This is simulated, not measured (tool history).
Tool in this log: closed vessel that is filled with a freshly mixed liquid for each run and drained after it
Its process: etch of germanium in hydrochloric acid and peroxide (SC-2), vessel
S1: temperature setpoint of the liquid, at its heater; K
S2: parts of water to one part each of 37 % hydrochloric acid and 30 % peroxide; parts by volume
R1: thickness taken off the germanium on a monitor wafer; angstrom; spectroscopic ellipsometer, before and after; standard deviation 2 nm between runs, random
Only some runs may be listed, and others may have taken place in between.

{"run": 1, "day": 0.0, "S1": 332.15, "S2": 11.5, "time in the liquid (s)": 90, "R1": 3719.8}
{"run": 2, "day": 0.333, "S1": 332.15, "S2": 9.0, "time in the liquid (s)": 90, "R1": 3821.6}
{"run": 3, "day": 0.429, "S1": 333.65, "S2": 9.0, "time in the liquid (s)": 90, "R1": 4006.4}
{"run": 4, "day": 0.721, "S1": 333.65, "S2": 9.0, "time in the liquid (s)": 90, "R1": 4004.7}
{"run": 5, "day": 0.9, "S1": 333.65, "S2": 9.0, "time in the liquid (s)": 90, "R1": 3994.0}
{"run": 6, "day": 0.992, "S1": 334.65, "S2": 9.0, "time in the liquid (s)": 90, "R1": 4115.0}
{"run": 7, "day": 1.275, "S1": 335.65, "S2": 9.0, "time in the liquid (s)": 90, "R1": 4239.2}
{"run": 8, "day": 1.6, "S1": 336.15, "S2": 9.0, "time in the liquid (s)": 90, "R1": 4276.9}

Run 9 has not been measured yet. What should we expect?
{"run": 9, "day": 1.742, "S1": 336.65, "S2": 9.0, "time in the liquid (s)": 90, "R1": "?"}

For run 9 the tool returned R1 4340.0 angstrom.
